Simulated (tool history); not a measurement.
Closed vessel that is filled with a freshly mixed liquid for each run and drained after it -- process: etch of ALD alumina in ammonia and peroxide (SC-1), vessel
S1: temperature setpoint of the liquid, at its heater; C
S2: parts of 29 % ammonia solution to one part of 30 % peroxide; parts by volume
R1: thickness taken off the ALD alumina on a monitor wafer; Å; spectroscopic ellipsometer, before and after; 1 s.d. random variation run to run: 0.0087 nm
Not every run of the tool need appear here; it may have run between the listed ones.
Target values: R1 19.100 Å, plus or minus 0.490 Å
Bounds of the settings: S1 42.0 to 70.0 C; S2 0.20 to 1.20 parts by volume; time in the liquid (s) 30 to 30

run 1 hour=0.0 | S1=58.0 S2=0.70 time_in_the_liquid_(s)=30 | R1=27.787
run 2 hour=9.3 | S1=56.0 S2=0.70 time_in_the_liquid_(s)=30 | R1=25.317
run 3 hour=18.4 | S1=54.5 S2=0.70 time_in_the_liquid_(s)=30 | R1=23.116
run 4 hour=25.1 | S1=54.5 S2=0.60 time_in_the_liquid_(s)=30 | R1=22.917
run 5 hour=28.5 | S1=54.5 S2=0.45 time_in_the_liquid_(s)=30 | R1=22.229
run 6 hour=30.7 | S1=48.0 S2=0.45 time_in_the_liquid_(s)=30 | R1=15.637
run 7 hour=37.9 | S1=49.0 S2=0.45 time_in_the_liquid_(s)=30 | R1=16.679
run 8 hour=39.9 | S1=49.5 S2=0.45 time_in_the_liquid_(s)=30 | R1=17.009
run 9 hour=43.9 | S1=50.0 S2=0.45 time_in_the_liquid_(s)=30 | R1=17.511
run 10 hour=48.1 | S1=50.5 S2=0.45 time_in_the_liquid_(s)=30 | R1=17.934
run 11 hour=53.3 | S1=51.0 S2=0.45 time_in_the_liquid_(s)=30 | R1=18.467

Of the 4 settings listed for the next run, only one would bring every result within its allowed miss of target. Which one?
run A hour=58.5 | S1=50.5 S2=0.45 time_in_the_liquid_(s)=30 | R1=?
run B hour=58.5 | S1=51.0 S2=0.70 time_in_the_liquid_(s)=30 | R1=?
run C hour=58.5 | S1=52.0 S2=0.60 time_in_the_liquid_(s)=30 | R1=?
run D hour=58.5 | S1=51.0 S2=0.40 time_in_the_liquid_(s)=30 | R1=?

move=A R1=17.903
move=B R1=19.188
move=C R1=19.967
move=D R1=18.195
A: lands further from the targets than the last run did
B: meets every target
C: takes the biggest miss from the last run beyond its target
D: lands further from the targets than the last run did
The move that meets every target is B.

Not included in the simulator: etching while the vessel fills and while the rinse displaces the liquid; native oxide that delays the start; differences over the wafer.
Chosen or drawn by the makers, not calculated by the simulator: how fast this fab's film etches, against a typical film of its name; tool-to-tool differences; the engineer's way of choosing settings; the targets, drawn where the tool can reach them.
